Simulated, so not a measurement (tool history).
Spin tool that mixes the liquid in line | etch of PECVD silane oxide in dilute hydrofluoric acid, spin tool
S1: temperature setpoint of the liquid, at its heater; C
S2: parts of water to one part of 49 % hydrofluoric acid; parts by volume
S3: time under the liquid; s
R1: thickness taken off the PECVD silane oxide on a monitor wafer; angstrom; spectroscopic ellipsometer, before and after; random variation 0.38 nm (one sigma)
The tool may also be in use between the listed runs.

run 1 day=0 | S1=25 S2=65 S3=105 | R1=381.26
run 2 day=0.292 | S1=28.5 S2=65 S3=105 | R1=432.28
run 3 day=0.321 | S1=27.5 S2=65 S3=105 | R1=415.61
run 4 day=0.583 | S1=29 S2=65 S3=105 | R1=445.14
run 5 day=0.846 | S1=29 S2=65 S3=110 | R1=467.96
run 6 day=1.021 | S1=29 S2=65 S3=110 | R1=465.09
run 7 day=1.188 | S1=30 S2=65 S3=110 | R1=486.14
run 8 day=1.325 | S1=33 S2=55 S3=110 | R1=653.52

Forecast run 9:
run 9 day=1.404 | S1=32.5 S2=55 S3=110 | R1=?

R1: 648.24 angstrom
